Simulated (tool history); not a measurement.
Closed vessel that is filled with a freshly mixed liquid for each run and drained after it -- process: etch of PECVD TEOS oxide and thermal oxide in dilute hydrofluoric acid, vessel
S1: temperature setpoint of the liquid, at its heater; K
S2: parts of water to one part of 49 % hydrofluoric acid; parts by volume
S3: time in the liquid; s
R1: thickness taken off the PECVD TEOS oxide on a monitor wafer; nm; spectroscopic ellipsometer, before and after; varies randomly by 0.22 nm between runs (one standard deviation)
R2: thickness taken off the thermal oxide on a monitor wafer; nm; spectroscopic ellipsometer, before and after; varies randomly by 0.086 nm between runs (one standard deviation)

Run 1, day 0.000: S1 296.15 K, S2 95 parts by volume, S3 60 s. Result: R1 7.8441 nm, R2 2.6789 nm.
Run 2, day 0.192: S1 297.15 K, S2 85 parts by volume, S3 60 s. Result: R1 9.2197 nm, R2 3.2058 nm.
Run 3, day 0.346: S1 297.15 K, S2 65 parts by volume, S3 60 s. Result: R1 12.2900 nm, R2 4.3362 nm.
Run 4, day 0.642: S1 297.15 K, S2 95 parts by volume, S3 60 s. Result: R1 8.0569 nm, R2 2.7913 nm.
Run 5, day 1.012: S1 297.65 K, S2 85 parts by volume, S3 60 s. Result: R1 9.3595 nm, R2 3.2445 nm.
Run 6, day 1.108: S1 298.65 K, S2 75 parts by volume, S3 60 s. Result: R1 11.3420 nm, R2 3.9036 nm.
Run 7, day 1.442: S1 302.65 K, S2 35 parts by volume, S3 60 s. Result: R1 29.6560 nm, R2 10.1980 nm.
Run 8, day 1.808: S1 302.15 K, S2 35 parts by volume, S3 60 s. Result: R1 29.2320 nm, R2 10.1530 nm.
Run 9, day 1.925: S1 301.15 K, S2 35 parts by volume, S3 60 s. Result: R1 28.1030 nm, R2 9.7120 nm.

Expected results for the next run?
Run 10, day 2.025: S1 300.15 K, S2 35 parts by volume, S3 60 s. Result: R1 ?, R2 ?.

R1: 27.2980 nm
R2: 9.5164 nm

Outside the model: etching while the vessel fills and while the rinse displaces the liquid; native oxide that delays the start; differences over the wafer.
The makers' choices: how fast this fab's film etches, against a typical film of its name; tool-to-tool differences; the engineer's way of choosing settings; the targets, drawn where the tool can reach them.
